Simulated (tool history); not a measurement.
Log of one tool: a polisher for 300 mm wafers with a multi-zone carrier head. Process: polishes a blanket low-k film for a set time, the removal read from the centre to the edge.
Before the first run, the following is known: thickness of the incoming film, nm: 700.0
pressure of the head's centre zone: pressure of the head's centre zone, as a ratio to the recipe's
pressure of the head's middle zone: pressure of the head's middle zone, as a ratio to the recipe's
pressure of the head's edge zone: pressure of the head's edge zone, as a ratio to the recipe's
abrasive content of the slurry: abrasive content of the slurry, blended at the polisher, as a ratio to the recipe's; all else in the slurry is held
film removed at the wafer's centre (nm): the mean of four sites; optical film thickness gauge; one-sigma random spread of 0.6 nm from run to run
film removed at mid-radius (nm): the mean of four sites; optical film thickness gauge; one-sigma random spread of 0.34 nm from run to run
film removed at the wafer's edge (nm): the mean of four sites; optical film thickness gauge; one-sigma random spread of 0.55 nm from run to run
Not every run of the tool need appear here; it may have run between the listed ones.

run,hour,flow of slurry (ml/min),pressure of the head's centre zone,pressure of the head's middle zone,pressure of the head's edge zone,abrasive content of the slurry,polishing time (s),film removed at the wafer's centre (nm),film removed at mid-radius (nm),film removed at the wafer's edge (nm)
1,0.0,155,1.00,1.00,1.00,1.00,85,39.634,37.783,40.021
2,2.7,155,1.00,1.00,0.93,1.00,85,39.988,37.908,38.186
3,5.1,155,1.05,1.00,0.93,1.00,85,41.423,37.417,38.238
4,13.1,155,1.10,1.00,0.93,1.00,85,42.723,37.590,37.088
5,22.0,155,1.10,1.00,0.93,0.90,85,39.697,35.426,34.859
6,24.1,155,1.10,1.00,1.01,0.90,85,40.381,34.940,37.154

For run 7, what comes out?
7,28.1,175,1.12,1.03,1.05,0.95,85,?,?,?

Logged for run 7: film removed at the wafer's centre (nm) 43.105, film removed at mid-radius (nm) 37.634, film removed at the wafer's edge (nm) 39.381.
